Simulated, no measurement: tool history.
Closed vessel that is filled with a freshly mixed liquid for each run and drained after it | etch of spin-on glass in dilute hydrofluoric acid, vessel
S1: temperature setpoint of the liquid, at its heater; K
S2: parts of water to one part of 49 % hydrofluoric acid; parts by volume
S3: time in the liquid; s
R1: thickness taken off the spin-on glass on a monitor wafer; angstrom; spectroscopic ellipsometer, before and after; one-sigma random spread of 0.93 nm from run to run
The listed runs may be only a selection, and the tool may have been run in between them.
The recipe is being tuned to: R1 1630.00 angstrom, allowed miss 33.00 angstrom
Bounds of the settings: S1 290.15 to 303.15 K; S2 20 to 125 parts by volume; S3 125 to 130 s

run,hour,S1,S2,S3,R1
1,0.0,295.15,70,125,893.68
2,6.5,297.15,65,125,1067.40
3,10.1,298.65,60,125,1218.00
4,11.4,295.15,60,125,1062.50
5,17.9,295.15,60,130,1100.00
6,20.1,295.15,60,130,1105.30
7,22.4,297.15,60,130,1206.40
8,25.0,298.65,60,130,1282.80
9,30.4,299.65,60,130,1325.90
10,38.7,300.65,60,130,1377.60
11,42.5,301.15,60,130,1401.60
12,43.1,301.65,60,130,1431.30
13,50.0,302.15,60,130,1477.40
14,54.9,302.65,60,130,1491.10

Exercise: of the 4 proposed moves below, exactly one satisfies all targets within the stated allowed misses. Which move is it?
A,59.8,301.65,65,130,?
B,59.8,301.15,50,125,?
C,59.8,303.15,65,130,?
D,59.8,302.15,65,125,?

move,R1
A,1325.80
B,1660.70
C,1405.60
D,1300.00
A: lands further from the targets than the last run did
B: every result lands within tolerance
C: lands further from the targets than the last run did
D: lands further from the targets than the last run did
Go with B: it meets all targets.
